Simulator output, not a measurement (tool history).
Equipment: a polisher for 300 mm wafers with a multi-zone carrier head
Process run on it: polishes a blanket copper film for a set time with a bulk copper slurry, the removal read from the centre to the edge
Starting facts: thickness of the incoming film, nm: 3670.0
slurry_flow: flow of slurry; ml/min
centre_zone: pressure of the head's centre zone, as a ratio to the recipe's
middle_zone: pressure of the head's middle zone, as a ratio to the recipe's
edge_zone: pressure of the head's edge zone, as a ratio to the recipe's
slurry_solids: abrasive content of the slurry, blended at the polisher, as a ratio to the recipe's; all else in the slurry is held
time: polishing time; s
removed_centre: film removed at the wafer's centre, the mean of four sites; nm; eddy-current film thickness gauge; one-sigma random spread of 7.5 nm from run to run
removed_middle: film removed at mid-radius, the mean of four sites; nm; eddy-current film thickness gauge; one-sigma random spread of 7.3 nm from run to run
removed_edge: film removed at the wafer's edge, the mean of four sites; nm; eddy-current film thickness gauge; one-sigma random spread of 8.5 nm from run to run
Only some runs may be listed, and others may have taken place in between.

run 1 day=0 | slurry_flow=305 centre_zone=1 middle_zone=1 edge_zone=1 slurry_solids=1 time=46 | removed_centre=425.74 removed_middle=418.26 removed_edge=440.45
run 2 day=0.246 | slurry_flow=305 centre_zone=1.01 middle_zone=1.03 edge_zone=1.01 slurry_solids=1.1 time=47 | removed_centre=437.76 removed_middle=444.65 removed_edge=451.69
run 3 day=0.575 | slurry_flow=305 centre_zone=1.02 middle_zone=1.04 edge_zone=1.02 slurry_solids=1.15 time=49 | removed_centre=477.44 removed_middle=466.49 removed_edge=466.5
run 4 day=0.729 | slurry_flow=305 centre_zone=1 middle_zone=1.05 edge_zone=1.02 slurry_solids=1.2 time=51 | removed_centre=491.62 removed_middle=512.14 removed_edge=496.94
run 5 day=0.767 | slurry_flow=305 centre_zone=1 middle_zone=1.05 edge_zone=1.02 slurry_solids=1.05 time=51 | removed_centre=460.95 removed_middle=482.81 removed_edge=484.98
run 6 day=1.088 | slurry_flow=305 centre_zone=0.99 middle_zone=1.05 edge_zone=1.03 slurry_solids=1.1 time=52 | removed_centre=479.11 removed_middle=506.43 removed_edge=495.62
run 7 day=1.204 | slurry_flow=305 centre_zone=0.98 middle_zone=1.04 edge_zone=1.03 slurry_solids=1.15 time=53 | removed_centre=490.95 removed_middle=508.26 removed_edge=533.81
run 8 day=1.312 | slurry_flow=305 centre_zone=0.98 middle_zone=1.05 edge_zone=1.03 slurry_solids=1.2 time=54 | removed_centre=508.6 removed_middle=539.75 removed_edge=534.01

For run 9, what comes out?
-- day=1.608 edge zone pressure recalibrated
run 9 day=1.608 | slurry_flow=305 centre_zone=0.98 middle_zone=1.05 edge_zone=1.03 slurry_solids=1.25 time=54 | removed_centre=? removed_middle=? removed_edge=?

Run 9 measured removed_centre 518.31 nm, removed_middle 542.42 nm, removed_edge 530.25 nm.

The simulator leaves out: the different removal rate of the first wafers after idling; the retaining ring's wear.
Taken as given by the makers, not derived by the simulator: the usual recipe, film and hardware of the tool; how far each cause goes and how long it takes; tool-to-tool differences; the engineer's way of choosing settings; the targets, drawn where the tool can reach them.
